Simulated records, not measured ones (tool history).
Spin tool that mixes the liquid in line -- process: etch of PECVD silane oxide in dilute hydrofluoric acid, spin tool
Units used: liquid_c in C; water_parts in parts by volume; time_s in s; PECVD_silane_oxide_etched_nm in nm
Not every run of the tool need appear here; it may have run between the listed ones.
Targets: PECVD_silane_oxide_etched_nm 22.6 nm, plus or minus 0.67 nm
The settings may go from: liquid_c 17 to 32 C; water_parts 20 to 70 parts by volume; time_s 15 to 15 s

run    day  liquid_c  water_parts  time_s  PECVD_silane_oxide_etched_nm
  1      0        24           40      15                        12.278
  2  0.108        22           40      15                        11.373
  3   0.45        22           30      15                         15.05
  4  0.621      18.5           30      15                        13.085
  5  0.871        20           30      15                        13.772
  6  1.133      18.5           30      15                        13.154
  7  1.171        20           30      15                        13.857
  8  1.529      21.5           30      15                        14.852
  9  1.738        23           30      15                        15.769
     1.942  -- hydrofluoric acid flow meter replaced
 10  1.942        24           30      15                        15.239
 11   2.05        25           30      15                        15.929

Exactly one of the 5 candidate moves below puts every result within its allowed miss. Which one?
  A  2.158      23.5           20      15                             ?
  B  2.158        25           20      15                             ?
  C  2.158        28           20      15                             ?
  D  2.158      27.5           25      15                             ?
  E  2.158      26.5           20      15                             ?

move  PECVD_silane_oxide_etched_nm
   A                         22.55
   B                        24.022
   C                        27.206
   D                        21.161
   E                        25.573
A: each result inside its tolerance
B: takes the result that was furthest off past its target
C: takes the result that was furthest off past its target
D: better than the last run, though not everything is in spec
E: takes the result that was furthest off past its target
The right move is A.

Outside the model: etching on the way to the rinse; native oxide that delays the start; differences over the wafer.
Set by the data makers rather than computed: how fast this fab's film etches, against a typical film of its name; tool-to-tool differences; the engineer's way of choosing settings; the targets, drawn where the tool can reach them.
